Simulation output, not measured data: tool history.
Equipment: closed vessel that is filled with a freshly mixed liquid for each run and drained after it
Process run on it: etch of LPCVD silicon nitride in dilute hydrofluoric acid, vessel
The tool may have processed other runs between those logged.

run	day	temperature setpoint of the liquid (°C)	parts of water to one part of 49 % hydrofluoric acid (parts by volume)	time in the liquid (s)	thickness taken off the LPCVD silicon nitride on a monitor wafer (nm)
1	0.000	22.0	205	645	1.1960
2	0.075	22.0	155	645	1.5874
3	0.483	23.0	155	645	1.6839
4	0.871	23.0	210	645	1.2329
5	1.008	23.0	160	645	1.6160
6	1.258	21.0	160	645	1.4420
7	1.379	22.5	160	645	1.5975
8	1.554	23.5	160	645	1.6786
9	1.729	24.5	160	645	1.7949

What will run 10 give?
10	1.896	24.5	160	645	?

{"run 10": {"thickness taken off the LPCVD silicon nitride on a monitor wafer (nm)": 1.7929}}
